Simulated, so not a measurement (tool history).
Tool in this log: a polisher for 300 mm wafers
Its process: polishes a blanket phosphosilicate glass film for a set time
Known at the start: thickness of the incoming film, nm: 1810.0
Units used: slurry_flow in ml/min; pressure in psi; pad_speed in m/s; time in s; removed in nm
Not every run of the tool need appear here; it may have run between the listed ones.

run,hour,slurry_flow,pressure,pad_speed,slurry_solids,time,removed
1,0.0,230,3.9,1.00,1.0,82,926.13
2,8.9,230,4.2,1.00,1.0,82,958.56
3,17.7,265,4.2,1.00,1.0,82,996.16
4,23.7,215,4.2,1.00,1.0,82,943.09
5,31.5,240,4.5,1.00,1.0,82,1012.20
6,36.7,210,4.5,1.00,1.0,82,997.22
7,39.6,225,4.8,1.00,1.0,82,1036.20
8,44.8,235,5.1,1.00,1.0,82,1093.80

The next listed run, before its measurement:
9,53.7,245,5.3,1.00,1.0,82,?

{"run 9": {"removed": 1142.9}}

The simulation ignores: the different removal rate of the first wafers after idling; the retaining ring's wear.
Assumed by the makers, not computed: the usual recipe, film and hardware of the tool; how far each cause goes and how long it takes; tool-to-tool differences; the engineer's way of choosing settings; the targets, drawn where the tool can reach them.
